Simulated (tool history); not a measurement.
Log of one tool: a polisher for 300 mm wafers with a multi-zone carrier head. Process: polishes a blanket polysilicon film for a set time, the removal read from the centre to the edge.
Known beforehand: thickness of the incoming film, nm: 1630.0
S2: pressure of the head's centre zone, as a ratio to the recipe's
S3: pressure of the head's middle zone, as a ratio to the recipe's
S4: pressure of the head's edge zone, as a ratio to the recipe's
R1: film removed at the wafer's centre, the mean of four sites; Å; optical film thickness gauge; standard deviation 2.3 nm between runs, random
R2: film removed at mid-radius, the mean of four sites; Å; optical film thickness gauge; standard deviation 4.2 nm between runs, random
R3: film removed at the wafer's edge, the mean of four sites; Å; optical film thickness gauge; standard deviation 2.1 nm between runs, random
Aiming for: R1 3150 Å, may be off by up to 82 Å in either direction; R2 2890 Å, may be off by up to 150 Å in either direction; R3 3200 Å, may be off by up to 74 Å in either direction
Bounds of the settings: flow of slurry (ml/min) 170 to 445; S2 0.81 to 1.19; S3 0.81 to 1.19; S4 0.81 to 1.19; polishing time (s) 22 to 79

{"run": 1, "hour": 0.0, "flow of slurry (ml/min)": 285, "S2": 1, "S3": 1, "S4": 1, "polishing time (s)": 50, "R1": 6001.2, "R2": 5969.7, "R3": 6110.9}
{"run": 2, "hour": 6.1, "flow of slurry (ml/min)": 240, "S2": 1, "S3": 1, "S4": 1, "polishing time (s)": 50, "R1": 5849.8, "R2": 5953.8, "R3": 5971.9}
{"run": 3, "hour": 10.1, "flow of slurry (ml/min)": 240, "S2": 0.98, "S3": 0.94, "S4": 0.96, "polishing time (s)": 40, "R1": 4634.1, "R2": 4315.2, "R3": 4702.1}
{"run": 4, "hour": 14.1, "flow of slurry (ml/min)": 240, "S2": 0.9, "S3": 0.94, "S4": 0.96, "polishing time (s)": 40, "R1": 4256.9, "R2": 4497.9, "R3": 4731.9}
{"run": 5, "hour": 18.9, "flow of slurry (ml/min)": 230, "S2": 0.9, "S3": 0.92, "S4": 0.91, "polishing time (s)": 35, "R1": 3674.1, "R2": 3799.9, "R3": 3961}
{"run": 6, "hour": 19.9, "flow of slurry (ml/min)": 230, "S2": 0.9, "S3": 0.89, "S4": 0.91, "polishing time (s)": 35, "R1": 3695, "R2": 3584.9, "R3": 4049.1}
{"run": 7, "hour": 25.1, "flow of slurry (ml/min)": 225, "S2": 0.91, "S3": 0.89, "S4": 0.88, "polishing time (s)": 33, "R1": 3521.3, "R2": 3514.2, "R3": 3704.9}
{"run": 8, "hour": 27.0, "flow of slurry (ml/min)": 220, "S2": 0.91, "S3": 0.86, "S4": 0.86, "polishing time (s)": 32, "R1": 3386.3, "R2": 3330.2, "R3": 3566}
{"run": 9, "hour": 30.2, "flow of slurry (ml/min)": 220, "S2": 0.91, "S3": 0.86, "S4": 0.86, "polishing time (s)": 32, "R1": 3345.2, "R2": 3212, "R3": 3537.9}
{"run": 10, "hour": 34.9, "flow of slurry (ml/min)": 215, "S2": 0.92, "S3": 0.85, "S4": 0.84, "polishing time (s)": 31, "R1": 3299.4, "R2": 3162.2, "R3": 3433.3}

Which of these 4 next moves meets every target?
{"run": "A", "hour": 39.6, "flow of slurry (ml/min)": 210, "S2": 0.81, "S3": 0.85, "S4": 0.89, "polishing time (s)": 35, "R1": "?", "R2": "?", "R3": "?"}
{"run": "B", "hour": 39.6, "flow of slurry (ml/min)": 210, "S2": 0.95, "S3": 0.81, "S4": 0.85, "polishing time (s)": 31, "R1": "?", "R2": "?", "R3": "?"}
{"run": "C", "hour": 39.6, "flow of slurry (ml/min)": 210, "S2": 0.83, "S3": 0.89, "S4": 0.98, "polishing time (s)": 33, "R1": "?", "R2": "?", "R3": "?"}
{"run": "D", "hour": 39.6, "flow of slurry (ml/min)": 170, "S2": 0.95, "S3": 0.84, "S4": 0.85, "polishing time (s)": 30, "R1": "?", "R2": "?", "R3": "?"}

move=A R1=3269.8 R2=3474.4 R3=3954.3
move=B R1=3400.4 R2=2956.3 R3=3432.1
move=C R1=3160.6 R2=3401.7 R3=3897.7
move=D R1=3149.8 R2=2834.2 R3=3226.6
A: misses by more than the last run did
B: as far off as the last run
C: misses by more than the last run did
D: every result lands within tolerance
The right move is D.
